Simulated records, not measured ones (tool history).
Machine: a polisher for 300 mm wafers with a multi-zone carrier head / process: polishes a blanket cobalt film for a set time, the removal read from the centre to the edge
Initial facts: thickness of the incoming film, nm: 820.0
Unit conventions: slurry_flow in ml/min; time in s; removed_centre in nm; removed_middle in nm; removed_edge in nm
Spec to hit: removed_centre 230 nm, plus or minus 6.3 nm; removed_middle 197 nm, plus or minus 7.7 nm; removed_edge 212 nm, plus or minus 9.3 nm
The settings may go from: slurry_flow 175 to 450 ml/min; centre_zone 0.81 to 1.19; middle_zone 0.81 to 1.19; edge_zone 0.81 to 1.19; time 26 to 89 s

run 1 hour=0 | slurry_flow=290 centre_zone=1 middle_zone=1 edge_zone=1 time=57 | removed_centre=249.53 removed_middle=251.39 removed_edge=269.13
run 2 hour=0.7 | slurry_flow=290 centre_zone=1.02 middle_zone=0.97 edge_zone=0.95 time=54 | removed_centre=241.13 removed_middle=234.76 removed_edge=246.66
run 3 hour=5.4 | slurry_flow=285 centre_zone=1.03 middle_zone=0.93 edge_zone=0.91 time=53 | removed_centre=234.58 removed_middle=223.25 removed_edge=237.52
run 4 hour=10.9 | slurry_flow=285 centre_zone=1.03 middle_zone=0.93 edge_zone=0.95 time=53 | removed_centre=236.62 removed_middle=220.23 removed_edge=246.9
run 5 hour=16.8 | slurry_flow=240 centre_zone=1.03 middle_zone=0.93 edge_zone=0.95 time=53 | removed_centre=231.24 removed_middle=212.87 removed_edge=238.83
run 6 hour=24.3 | slurry_flow=240 centre_zone=1.03 middle_zone=0.93 edge_zone=0.92 time=53 | removed_centre=232.59 removed_middle=214.83 removed_edge=232.09
run 7 hour=29 | slurry_flow=225 centre_zone=1.04 middle_zone=0.92 edge_zone=0.9 time=53 | removed_centre=228.6 removed_middle=208.49 removed_edge=231.52
run 8 hour=32 | slurry_flow=220 centre_zone=1.06 middle_zone=0.92 edge_zone=0.87 time=52 | removed_centre=227.9 removed_middle=205.91 removed_edge=224.99

Which one of the following 4 next-run settings gets every result inside its allowed miss? There is exactly one.
run A hour=35 | slurry_flow=285 centre_zone=1.14 middle_zone=1.05 edge_zone=0.82 time=47 | removed_centre=? removed_middle=? removed_edge=?
run B hour=35 | slurry_flow=250 centre_zone=1.13 middle_zone=0.97 edge_zone=0.92 time=51 | removed_centre=? removed_middle=? removed_edge=?
run C hour=35 | slurry_flow=240 centre_zone=1.13 middle_zone=0.91 edge_zone=0.85 time=50 | removed_centre=? removed_middle=? removed_edge=?
run D hour=35 | slurry_flow=215 centre_zone=1.07 middle_zone=0.94 edge_zone=0.9 time=49 | removed_centre=? removed_middle=? removed_edge=?

move=A removed_centre=221.19 removed_middle=215.71 removed_edge=202.86
move=B removed_centre=234.29 removed_middle=215.43 removed_edge=229.7
move=C removed_centre=228.2 removed_middle=199.16 removed_edge=216.27
move=D removed_centre=211.87 removed_middle=197.32 removed_edge=214.97
A: brings the last run's worst result on target, with another outside its allowed miss
B: its largest miss is bigger than the last run's
C: in spec on every target
D: brings the last run's worst result on target, with another outside its allowed miss
Move C is the one to make.

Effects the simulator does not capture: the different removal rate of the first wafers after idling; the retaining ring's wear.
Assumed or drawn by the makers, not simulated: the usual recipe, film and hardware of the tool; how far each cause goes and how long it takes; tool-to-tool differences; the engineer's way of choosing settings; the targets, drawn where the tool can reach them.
